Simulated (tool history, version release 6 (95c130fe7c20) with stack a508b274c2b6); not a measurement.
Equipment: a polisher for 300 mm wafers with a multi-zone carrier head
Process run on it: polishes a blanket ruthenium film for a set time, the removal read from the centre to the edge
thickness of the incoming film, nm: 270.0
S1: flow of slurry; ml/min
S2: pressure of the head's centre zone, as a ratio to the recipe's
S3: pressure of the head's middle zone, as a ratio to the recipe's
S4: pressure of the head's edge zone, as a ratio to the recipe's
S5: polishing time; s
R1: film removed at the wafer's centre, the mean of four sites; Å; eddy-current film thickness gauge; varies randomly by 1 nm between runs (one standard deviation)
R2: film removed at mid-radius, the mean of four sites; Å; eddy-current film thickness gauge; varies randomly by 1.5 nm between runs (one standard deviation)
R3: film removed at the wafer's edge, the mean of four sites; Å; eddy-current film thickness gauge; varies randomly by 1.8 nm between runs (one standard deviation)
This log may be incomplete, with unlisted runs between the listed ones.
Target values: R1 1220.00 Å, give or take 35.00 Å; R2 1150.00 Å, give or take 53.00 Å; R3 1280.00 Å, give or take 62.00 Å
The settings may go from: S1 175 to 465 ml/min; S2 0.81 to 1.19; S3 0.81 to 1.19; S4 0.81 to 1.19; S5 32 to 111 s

{"run": 1, "hour": 0.0, "S1": 295, "S2": 1.0, "S3": 1.0, "S4": 1.0, "S5": 71, "R1": 933.33, "R2": 865.58, "R3": 892.93}
{"run": 2, "hour": 7.8, "S1": 295, "S2": 1.0, "S3": 0.95, "S4": 1.0, "S5": 71, "R1": 934.73, "R2": 836.43, "R3": 912.13}
{"run": 3, "hour": 14.9, "S1": 295, "S2": 1.0, "S3": 1.02, "S4": 1.0, "S5": 71, "R1": 919.59, "R2": 883.4, "R3": 911.82}
{"run": 4, "hour": 22.5, "S1": 295, "S2": 1.0, "S3": 1.09, "S4": 1.0, "S5": 71, "R1": 916.16, "R2": 912.36, "R3": 902.26}
{"run": 5, "hour": 30.4, "S1": 295, "S2": 1.0, "S3": 1.09, "S4": 0.92, "S5": 71, "R1": 924.26, "R2": 930.35, "R3": 899.22}
{"hour": 31.3, "done": "centre zone pressure recalibrated"}
{"run": 6, "hour": 31.3, "S1": 295, "S2": 1.0, "S3": 1.06, "S4": 0.92, "S5": 71, "R1": 891.98, "R2": 925.48, "R3": 856.94}
{"run": 7, "hour": 36.0, "S1": 300, "S2": 0.99, "S3": 1.08, "S4": 0.99, "S5": 77, "R1": 968.5, "R2": 998.63, "R3": 965.53}
{"run": 8, "hour": 41.1, "S1": 285, "S2": 0.99, "S3": 1.05, "S4": 1.05, "S5": 83, "R1": 1029.1, "R2": 1065.8, "R3": 1076.7}

Pick the move, out of 4, that brings all results within their allowed miss; only one does.
{"run": "A", "hour": 46.2, "S1": 315, "S2": 1.0, "S3": 1.17, "S4": 0.87, "S5": 72, "R1": "?", "R2": "?", "R3": "?"}
{"run": "B", "hour": 46.2, "S1": 330, "S2": 0.9, "S3": 1.0, "S4": 1.06, "S5": 82, "R1": "?", "R2": "?", "R3": "?"}
{"run": "C", "hour": 46.2, "S1": 340, "S2": 1.0, "S3": 0.95, "S4": 1.06, "S5": 96, "R1": "?", "R2": "?", "R3": "?"}
{"run": "D", "hour": 46.2, "S1": 300, "S2": 1.09, "S3": 0.81, "S4": 1.19, "S5": 99, "R1": "?", "R2": "?", "R3": "?"}

move=A R1=917.51 R2=983.02 R3=876.68
move=B R1=960.46 R2=991.00 R3=1095.60
move=C R1=1231.50 R2=1116.70 R3=1286.20
move=D R1=1346.70 R2=1005.10 R3=1391.20
A: misses by more than the last run did
B: misses by more than the last run did
C: every result within its allowed miss
D: the result that was furthest off in the last run now lies on the other side of its target
Move C is the one to make.

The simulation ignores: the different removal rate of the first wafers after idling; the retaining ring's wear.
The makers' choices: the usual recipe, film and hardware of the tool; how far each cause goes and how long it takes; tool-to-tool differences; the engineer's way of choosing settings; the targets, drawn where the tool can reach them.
